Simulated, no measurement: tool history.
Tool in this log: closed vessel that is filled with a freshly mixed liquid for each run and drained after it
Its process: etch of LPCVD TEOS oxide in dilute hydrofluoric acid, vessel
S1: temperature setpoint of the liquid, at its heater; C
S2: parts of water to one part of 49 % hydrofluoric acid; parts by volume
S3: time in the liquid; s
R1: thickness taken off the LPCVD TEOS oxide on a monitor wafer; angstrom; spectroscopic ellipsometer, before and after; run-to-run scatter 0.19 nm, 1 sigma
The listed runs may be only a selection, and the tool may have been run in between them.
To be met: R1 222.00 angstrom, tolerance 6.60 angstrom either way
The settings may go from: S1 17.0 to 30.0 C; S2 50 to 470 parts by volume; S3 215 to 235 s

run 1 hour=0.0 | S1=22.0 S2=260 S3=215 | R1=348.90
run 2 hour=8.1 | S1=20.5 S2=280 S3=215 | R1=302.41
run 3 hour=17.4 | S1=20.5 S2=280 S3=235 | R1=325.89
run 4 hour=19.2 | S1=20.5 S2=280 S3=235 | R1=333.06
run 5 hour=20.6 | S1=20.5 S2=350 S3=235 | R1=249.14
run 6 hour=23.3 | S1=20.5 S2=260 S3=235 | R1=360.45
run 7 hour=27.6 | S1=19.5 S2=285 S3=235 | R1=314.22
run 8 hour=36.8 | S1=18.5 S2=305 S3=235 | R1=271.17
run 9 hour=45.3 | S1=18.0 S2=315 S3=235 | R1=259.57
run 10 hour=54.5 | S1=17.5 S2=325 S3=235 | R1=244.52
run 11 hour=60.9 | S1=17.5 S2=330 S3=235 | R1=240.75
run 12 hour=65.0 | S1=17.5 S2=330 S3=235 | R1=239.16

4 next moves are on the table. One of them brings every result within its allowed miss. Which?
run A hour=69.1 | S1=17.0 S2=330 S3=235 | R1=?
run B hour=69.1 | S1=17.5 S2=320 S3=235 | R1=?
run C hour=69.1 | S1=19.5 S2=345 S3=215 | R1=?
run D hour=69.1 | S1=17.0 S2=345 S3=215 | R1=?

move=A R1=238.40
move=B R1=252.55
move=C R1=225.78
move=D R1=206.10
A: about the same distance from the targets as the last run
B: moves away from the targets compared with the last run
C: meets every target
D: moves the result that the last run missed by most past its target, out the other side
Answer: C
